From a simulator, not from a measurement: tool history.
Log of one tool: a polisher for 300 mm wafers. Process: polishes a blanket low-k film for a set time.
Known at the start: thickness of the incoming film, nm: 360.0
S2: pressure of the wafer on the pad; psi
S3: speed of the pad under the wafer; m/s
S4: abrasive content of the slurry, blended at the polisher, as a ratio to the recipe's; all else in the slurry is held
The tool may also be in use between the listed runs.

run 1 day=0.000 | flow_of_slurry_(ml/min)=255 S2=1.7 S3=0.96 S4=1.0 polishing_time_(s)=39 | film_removed_(nm)=11.121
run 2 day=0.096 | flow_of_slurry_(ml/min)=255 S2=1.9 S3=0.96 S4=1.0 polishing_time_(s)=39 | film_removed_(nm)=12.257
run 3 day=0.275 | flow_of_slurry_(ml/min)=255 S2=1.9 S3=1.06 S4=1.0 polishing_time_(s)=39 | film_removed_(nm)=12.962
run 4 day=0.367 | flow_of_slurry_(ml/min)=255 S2=1.9 S3=1.06 S4=1.0 polishing_time_(s)=35 | film_removed_(nm)=11.901
run 5 day=0.688 | flow_of_slurry_(ml/min)=255 S2=1.9 S3=1.06 S4=1.2 polishing_time_(s)=35 | film_removed_(nm)=12.274
run 6 day=1.017 | flow_of_slurry_(ml/min)=255 S2=1.8 S3=1.06 S4=1.2 polishing_time_(s)=35 | film_removed_(nm)=11.657

Run 7 comes next. What will it give?
run 7 day=1.342 | flow_of_slurry_(ml/min)=255 S2=1.7 S3=1.06 S4=1.2 polishing_time_(s)=35 | film_removed_(nm)=?

{"run 7": {"film removed (nm)": 11.131}}
